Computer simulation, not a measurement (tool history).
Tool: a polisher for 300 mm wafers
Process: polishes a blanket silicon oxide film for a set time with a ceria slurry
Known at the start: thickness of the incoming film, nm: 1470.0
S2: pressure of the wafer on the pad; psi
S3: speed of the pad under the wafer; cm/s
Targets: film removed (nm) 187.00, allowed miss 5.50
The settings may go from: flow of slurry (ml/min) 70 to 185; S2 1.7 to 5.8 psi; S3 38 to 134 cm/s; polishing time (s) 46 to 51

run 1 hour=0.0 | flow_of_slurry_(ml/min)=120 S2=3.7 S3=86 polishing_time_(s)=51 | film_removed_(nm)=245.82
run 2 hour=5.3 | flow_of_slurry_(ml/min)=120 S2=3.7 S3=86 polishing_time_(s)=51 | film_removed_(nm)=242.43
run 3 hour=10.2 | flow_of_slurry_(ml/min)=115 S2=3.5 S3=86 polishing_time_(s)=51 | film_removed_(nm)=231.20
run 4 hour=15.3 | flow_of_slurry_(ml/min)=115 S2=3.5 S3=86 polishing_time_(s)=46 | film_removed_(nm)=211.20
run 5 hour=16.9 | flow_of_slurry_(ml/min)=110 S2=3.4 S3=86 polishing_time_(s)=46 | film_removed_(nm)=204.31
run 6 hour=19.2 | flow_of_slurry_(ml/min)=110 S2=3.4 S3=86 polishing_time_(s)=51 | film_removed_(nm)=225.10
run 7 hour=25.5 | flow_of_slurry_(ml/min)=110 S2=3.2 S3=86 polishing_time_(s)=51 | film_removed_(nm)=213.12
run 8 hour=29.7 | flow_of_slurry_(ml/min)=105 S2=3.1 S3=86 polishing_time_(s)=51 | film_removed_(nm)=204.58
run 9 hour=31.4 | flow_of_slurry_(ml/min)=100 S2=3.0 S3=86 polishing_time_(s)=51 | film_removed_(nm)=194.93
run 10 hour=35.3 | flow_of_slurry_(ml/min)=95 S2=3.0 S3=86 polishing_time_(s)=51 | film_removed_(nm)=192.61

5 next moves are on the table. One of them brings every result within its allowed miss. Which?
run A hour=39.2 | flow_of_slurry_(ml/min)=80 S2=3.4 S3=82 polishing_time_(s)=46 | film_removed_(nm)=?
run B hour=39.2 | flow_of_slurry_(ml/min)=95 S2=2.8 S3=82 polishing_time_(s)=50 | film_removed_(nm)=?
run C hour=39.2 | flow_of_slurry_(ml/min)=90 S2=3.3 S3=80 polishing_time_(s)=50 | film_removed_(nm)=?
run D hour=39.2 | flow_of_slurry_(ml/min)=75 S2=3.0 S3=84 polishing_time_(s)=50 | film_removed_(nm)=?
run E hour=39.2 | flow_of_slurry_(ml/min)=70 S2=2.6 S3=96 polishing_time_(s)=51 | film_removed_(nm)=?

move=A film_removed_(nm)=174.76
move=B film_removed_(nm)=171.00
move=C film_removed_(nm)=187.76
move=D film_removed_(nm)=171.72
move=E film_removed_(nm)=173.53
A: takes the result that was furthest off past its target
B: takes the result that was furthest off past its target
C: meets every target
D: takes the result that was furthest off past its target
E: takes the result that was furthest off past its target
Move C is the one to make.

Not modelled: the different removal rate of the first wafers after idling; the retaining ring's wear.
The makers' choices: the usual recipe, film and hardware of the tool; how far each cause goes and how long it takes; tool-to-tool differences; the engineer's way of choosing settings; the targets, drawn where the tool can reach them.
